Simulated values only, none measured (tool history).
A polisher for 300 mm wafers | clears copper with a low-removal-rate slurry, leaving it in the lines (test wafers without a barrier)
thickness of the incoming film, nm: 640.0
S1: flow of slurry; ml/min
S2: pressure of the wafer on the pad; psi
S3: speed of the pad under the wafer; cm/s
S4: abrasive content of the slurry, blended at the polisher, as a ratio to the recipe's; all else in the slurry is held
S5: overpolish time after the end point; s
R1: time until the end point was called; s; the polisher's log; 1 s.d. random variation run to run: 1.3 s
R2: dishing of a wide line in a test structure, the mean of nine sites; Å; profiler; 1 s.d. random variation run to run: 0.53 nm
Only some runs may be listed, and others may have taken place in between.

run	hour	S1	S2	S3	S4	S5	R1	R2
1	0.0	185	3.1	132	1.0	15	164.46	266.90
2	2.9	185	3.1	114	1.0	15	188.08	245.70
3	4.7	185	3.3	114	1.0	15	178.50	260.50
4	6.4	185	3.5	114	1.0	15	173.72	248.34
5	7.5	185	3.7	116	1.0	16	162.99	266.25
6	16.1	185	3.7	116	1.0	19	165.19	290.17
7	17.0	185	3.8	116	1.0	19	161.76	283.67
8	22.1	185	3.9	118	1.0	19	160.01	295.85
9	28.4	185	4.0	120	1.0	19	154.70	297.21

Forecast run 10:
10	32.8	185	4.1	122	1.0	19	?	?

Logged for run 10: R1 144.12 s, R2 293.86 Å.

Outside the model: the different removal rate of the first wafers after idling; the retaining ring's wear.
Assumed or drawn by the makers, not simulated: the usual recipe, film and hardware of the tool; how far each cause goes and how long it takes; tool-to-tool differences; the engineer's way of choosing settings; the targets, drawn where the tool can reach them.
